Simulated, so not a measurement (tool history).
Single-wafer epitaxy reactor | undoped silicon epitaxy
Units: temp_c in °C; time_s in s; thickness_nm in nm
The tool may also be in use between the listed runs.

run	day	temp_c	time_s	thickness_nm
1	0.000	670	242	58.230
2	0.033	670	210	50.766
3	0.400	662	210	42.296
4	0.612	663	210	43.587
5	0.938	664	210	44.250
6	1.250	664	193	40.852

The next listed run, before its measurement:
7	1.567	666	193	?

thickness_nm: 42.567 nm
